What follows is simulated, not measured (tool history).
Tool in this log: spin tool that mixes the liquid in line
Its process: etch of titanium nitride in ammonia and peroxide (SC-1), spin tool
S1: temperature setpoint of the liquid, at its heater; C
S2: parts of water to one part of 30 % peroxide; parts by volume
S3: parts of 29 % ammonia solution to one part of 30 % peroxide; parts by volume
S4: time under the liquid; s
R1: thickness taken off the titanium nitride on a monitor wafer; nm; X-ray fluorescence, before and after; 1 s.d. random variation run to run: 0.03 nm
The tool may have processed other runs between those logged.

run,hour,S1,S2,S3,S4,R1
1,0.0,61.0,7.0,0.6,35,4.6894
2,9.0,60.0,7.0,0.6,35,4.4426
3,12.2,59.5,7.0,0.6,35,4.2425
4,19.4,56.5,7.0,0.6,35,3.5449
5,27.9,56.5,7.0,0.7,35,3.6286
6,29.9,56.5,7.0,0.7,35,3.5835

For run 7, what comes out?
7,36.1,56.0,7.0,0.7,35,?

Run 7 gave R1 3.4963 nm.
